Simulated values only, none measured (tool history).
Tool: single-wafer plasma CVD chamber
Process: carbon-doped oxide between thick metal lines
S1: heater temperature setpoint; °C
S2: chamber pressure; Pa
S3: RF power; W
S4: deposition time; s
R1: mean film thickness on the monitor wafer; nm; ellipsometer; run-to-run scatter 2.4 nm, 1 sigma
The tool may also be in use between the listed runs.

{"run": 1, "hour": 0.0, "S1": 340, "S2": 927, "S3": 400, "S4": 186, "R1": 820.27}
{"run": 2, "hour": 4.9, "S1": 334, "S2": 927, "S3": 400, "S4": 186, "R1": 829.44}
{"run": 3, "hour": 13.2, "S1": 339, "S2": 849, "S3": 385, "S4": 186, "R1": 788.7}
{"run": 4, "hour": 21.6, "S1": 339, "S2": 849, "S3": 435, "S4": 186, "R1": 875.17}
{"run": 5, "hour": 25.5, "S1": 339, "S2": 849, "S3": 435, "S4": 186, "R1": 866.65}
{"run": 6, "hour": 29.1, "S1": 339, "S2": 947, "S3": 435, "S4": 186, "R1": 882.12}
{"run": 7, "hour": 37.4, "S1": 344, "S2": 843, "S3": 415, "S4": 186, "R1": 833.3}
{"run": 8, "hour": 38.4, "S1": 345, "S2": 779, "S3": 395, "S4": 186, "R1": 783.9}

Predict the results of run 9:
{"run": 9, "hour": 47.2, "S1": 345, "S2": 779, "S3": 395, "S4": 186, "R1": "?"}

R1: 785.19 nm
